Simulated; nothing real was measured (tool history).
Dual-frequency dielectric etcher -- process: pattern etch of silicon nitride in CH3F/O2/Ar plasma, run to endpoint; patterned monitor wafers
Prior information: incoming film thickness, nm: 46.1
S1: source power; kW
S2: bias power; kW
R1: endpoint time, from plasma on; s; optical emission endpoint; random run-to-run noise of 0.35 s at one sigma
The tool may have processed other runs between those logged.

run	hour	S1	S2	R1
1	0.0	0.490	0.101	54.860
2	7.4	0.510	0.104	53.171
3	12.2	0.510	0.087	57.928
4	19.9	0.540	0.087	56.347
5	26.3	0.610	0.087	53.715
# hour 27.5: source power generator calibrated
6	27.5	0.620	0.091	51.352

Run 7 comes next. What will it give?
7	36.0	0.620	0.091	?

{"run 7": {"R1": 51.737}}

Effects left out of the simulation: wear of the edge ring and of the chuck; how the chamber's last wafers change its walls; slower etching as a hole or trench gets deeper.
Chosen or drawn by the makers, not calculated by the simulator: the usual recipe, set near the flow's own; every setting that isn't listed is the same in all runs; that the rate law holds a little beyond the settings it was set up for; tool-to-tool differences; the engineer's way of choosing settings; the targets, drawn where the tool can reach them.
